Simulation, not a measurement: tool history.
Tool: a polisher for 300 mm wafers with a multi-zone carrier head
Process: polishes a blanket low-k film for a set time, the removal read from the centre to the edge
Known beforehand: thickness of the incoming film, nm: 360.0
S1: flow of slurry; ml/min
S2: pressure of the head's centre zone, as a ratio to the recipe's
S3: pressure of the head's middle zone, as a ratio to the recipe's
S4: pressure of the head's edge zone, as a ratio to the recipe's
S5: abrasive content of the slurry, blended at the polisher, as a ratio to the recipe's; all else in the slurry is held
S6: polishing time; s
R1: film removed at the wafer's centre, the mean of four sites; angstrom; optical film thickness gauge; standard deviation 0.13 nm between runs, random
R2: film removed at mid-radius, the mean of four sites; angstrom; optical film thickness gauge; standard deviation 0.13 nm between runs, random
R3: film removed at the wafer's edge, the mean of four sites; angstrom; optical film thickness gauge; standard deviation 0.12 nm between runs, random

run,hour,S1,S2,S3,S4,S5,S6,R1,R2,R3
1,0.0,305,1.00,1.00,1.00,1.00,85,172.650,172.620,173.160
2,4.2,305,1.00,1.00,1.00,1.00,103,212.320,215.310,211.580
3,6.7,305,1.00,1.00,1.00,1.15,103,217.800,219.850,223.220
4,8.3,305,1.00,1.00,0.94,1.15,103,222.210,226.440,219.230
5,14.7,305,1.00,0.96,0.94,1.15,103,217.390,214.720,216.990
6,19.6,305,1.03,0.96,0.94,1.15,103,226.610,215.450,212.070
7,24.0,300,1.01,0.95,0.93,1.00,90,185.330,179.140,174.910
8,28.9,295,1.00,0.93,0.93,0.90,79,157.840,147.330,150.350
9,30.4,295,1.00,0.93,0.93,0.90,79,157.660,148.120,152.770
10,36.4,295,1.00,0.94,0.92,0.80,70,132.040,129.210,128.800
11,42.7,295,1.03,0.88,0.86,0.55,52,89.182,78.549,81.108
12,45.0,295,1.03,0.88,0.86,0.55,52,88.582,77.924,83.684
13,46.7,295,1.03,0.90,0.87,0.55,52,89.265,78.543,83.251
14,50.4,295,1.03,0.92,0.87,0.55,52,91.334,82.902,82.491
15,54.2,295,1.02,0.93,0.88,0.55,52,89.782,82.191,84.656
16,61.6,295,1.02,0.95,0.89,0.55,52,88.474,82.729,82.964
17,70.5,295,1.02,0.96,0.89,0.55,52,89.346,84.293,82.638

Run 18, settings as shown, results not yet in. Your forecast:
18,74.9,295,1.02,0.96,0.90,0.55,52,?,?,?

Logged for run 18: R1 89.936 angstrom, R2 85.335 angstrom, R3 84.026 angstrom.
